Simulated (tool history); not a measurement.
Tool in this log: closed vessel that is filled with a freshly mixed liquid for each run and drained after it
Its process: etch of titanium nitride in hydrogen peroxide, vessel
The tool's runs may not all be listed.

run,hour,temperature setpoint of the liquid (C),concentration of hydrogen peroxide in the mixed liquid (% by weight),time in the liquid (s),thickness taken off the titanium nitride on a monitor wafer (angstrom)
1,0,58,26,550,310.09
2,0.8,58,26,550,305.65
3,2.9,59,26,550,331.86
4,4.8,52,26,550,202.03
5,12,54,26,550,234.78
6,12.9,54,21,550,223.58
7,14.3,62,21.5,550,388.65

Run 8 has not been measured yet. What should we expect?
8,19.4,62.5,21.5,550,?

thickness taken off the titanium nitride on a monitor wafer (angstrom): 402.98
